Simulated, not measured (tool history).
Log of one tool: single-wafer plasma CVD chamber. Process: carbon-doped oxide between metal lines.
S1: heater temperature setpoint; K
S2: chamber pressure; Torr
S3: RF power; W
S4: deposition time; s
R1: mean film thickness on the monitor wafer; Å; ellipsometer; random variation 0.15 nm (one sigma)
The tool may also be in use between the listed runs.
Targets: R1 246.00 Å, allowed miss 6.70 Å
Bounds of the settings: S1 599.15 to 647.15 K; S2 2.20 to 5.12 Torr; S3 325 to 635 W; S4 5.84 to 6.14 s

run 1 hour=0.0 | S1=623.15 S2=3.66 S3=480 S4=6.14 | R1=279.02
run 2 hour=7.5 | S1=623.15 S2=3.91 S3=480 S4=6.14 | R1=280.33
run 3 hour=12.7 | S1=624.15 S2=3.88 S3=470 S4=6.12 | R1=270.51
run 4 hour=17.7 | S1=626.15 S2=3.88 S3=465 S4=6.12 | R1=269.85
run 5 hour=20.0 | S1=627.15 S2=3.87 S3=460 S4=6.11 | R1=265.53
run 6 hour=27.4 | S1=627.15 S2=3.87 S3=460 S4=6.14 | R1=267.43
-- hour=36.3 thermocouple changed; heater temperature recalibrated
run 7 hour=36.3 | S1=627.15 S2=3.87 S3=460 S4=6.14 | R1=266.48
run 8 hour=37.1 | S1=628.15 S2=3.85 S3=455 S4=6.13 | R1=261.86
run 9 hour=40.7 | S1=628.15 S2=3.85 S3=455 S4=6.13 | R1=259.66
run 10 hour=43.6 | S1=629.15 S2=3.83 S3=455 S4=6.13 | R1=259.85
run 11 hour=49.9 | S1=630.15 S2=3.81 S3=455 S4=6.13 | R1=259.99
run 12 hour=53.3 | S1=631.15 S2=3.79 S3=450 S4=6.13 | R1=257.06
run 13 hour=62.3 | S1=634.15 S2=3.59 S3=425 S4=6.10 | R1=233.63

Which of these 5 next moves meets every target?
run A hour=71.3 | S1=635.15 S2=3.94 S3=410 S4=6.14 | R1=?
run B hour=71.3 | S1=630.15 S2=3.96 S3=430 S4=6.14 | R1=?
run C hour=71.3 | S1=634.15 S2=3.39 S3=405 S4=6.14 | R1=?
run D hour=71.3 | S1=640.15 S2=4.41 S3=400 S4=6.14 | R1=?
run E hour=71.3 | S1=627.15 S2=3.81 S3=405 S4=6.14 | R1=?

move=A R1=229.25
move=B R1=245.58
move=C R1=223.13
move=D R1=222.72
move=E R1=229.52
A: further off than the last run
B: meets every target
C: further off than the last run
D: further off than the last run
E: further off than the last run
The right move is B.
